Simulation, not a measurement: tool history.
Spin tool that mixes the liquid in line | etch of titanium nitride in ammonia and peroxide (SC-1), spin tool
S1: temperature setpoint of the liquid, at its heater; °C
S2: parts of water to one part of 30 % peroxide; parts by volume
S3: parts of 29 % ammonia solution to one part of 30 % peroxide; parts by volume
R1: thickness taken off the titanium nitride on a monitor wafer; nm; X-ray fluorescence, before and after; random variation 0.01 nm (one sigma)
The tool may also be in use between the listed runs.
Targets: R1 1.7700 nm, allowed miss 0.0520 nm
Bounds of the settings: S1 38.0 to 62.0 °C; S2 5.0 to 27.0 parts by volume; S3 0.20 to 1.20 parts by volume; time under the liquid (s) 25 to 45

Run 1, hour 0.0: S1 46.0 °C, S2 15.0 parts by volume, S3 1.00 parts by volume, time under the liquid (s) 45. Result: R1 2.4578 nm.
Run 2, hour 7.8: S1 46.0 °C, S2 19.5 parts by volume, S3 1.00 parts by volume, time under the liquid (s) 45. Result: R1 2.1064 nm.
Run 3, hour 9.4: S1 46.0 °C, S2 16.5 parts by volume, S3 1.00 parts by volume, time under the liquid (s) 45. Result: R1 2.3062 nm.
Run 4, hour 16.0: S1 46.0 °C, S2 16.5 parts by volume, S3 1.20 parts by volume, time under the liquid (s) 45. Result: R1 2.3601 nm.
Run 5, hour 22.7: S1 51.0 °C, S2 16.5 parts by volume, S3 1.20 parts by volume, time under the liquid (s) 45. Result: R1 3.3937 nm.
Run 6, hour 25.9: S1 49.5 °C, S2 16.5 parts by volume, S3 1.20 parts by volume, time under the liquid (s) 45. Result: R1 3.0526 nm.
Run 7, hour 33.4: S1 48.0 °C, S2 16.5 parts by volume, S3 1.20 parts by volume, time under the liquid (s) 45. Result: R1 2.7114 nm.
Run 8, hour 35.8: S1 47.0 °C, S2 16.5 parts by volume, S3 1.20 parts by volume, time under the liquid (s) 45. Result: R1 2.5515 nm.
Run 9, hour 36.9: S1 46.0 °C, S2 16.5 parts by volume, S3 1.20 parts by volume, time under the liquid (s) 45. Result: R1 2.3894 nm.
Run 10, hour 40.1: S1 45.0 °C, S2 16.5 parts by volume, S3 1.20 parts by volume, time under the liquid (s) 45. Result: R1 2.1977 nm.
At hour 48.5: new drum of ammonia solution connected.
Run 11, hour 48.5: S1 44.5 °C, S2 16.5 parts by volume, S3 1.20 parts by volume, time under the liquid (s) 45. Result: R1 2.1574 nm.
Run 12, hour 54.3: S1 41.0 °C, S2 16.5 parts by volume, S3 1.20 parts by volume, time under the liquid (s) 45. Result: R1 1.6889 nm.

Which of these 4 next moves meets every target?
Run A, hour 60.1: S1 45.0 °C, S2 19.0 parts by volume, S3 0.75 parts by volume, time under the liquid (s) 45. Result: R1 ?.
Run B, hour 60.1: S1 53.0 °C, S2 20.5 parts by volume, S3 1.20 parts by volume, time under the liquid (s) 25. Result: R1 ?.
Run C, hour 60.1: S1 42.5 °C, S2 15.0 parts by volume, S3 1.10 parts by volume, time under the liquid (s) 45. Result: R1 ?.
Run D, hour 60.1: S1 42.0 °C, S2 17.5 parts by volume, S3 1.20 parts by volume, time under the liquid (s) 45. Result: R1 ?.

move      R1
   A  1.9023
   B  1.9277
   C  1.9244
   D  1.7341
A: takes the result that was furthest off past its target
B: takes the result that was furthest off past its target
C: takes the result that was furthest off past its target
D: meets every target
The right move is D.

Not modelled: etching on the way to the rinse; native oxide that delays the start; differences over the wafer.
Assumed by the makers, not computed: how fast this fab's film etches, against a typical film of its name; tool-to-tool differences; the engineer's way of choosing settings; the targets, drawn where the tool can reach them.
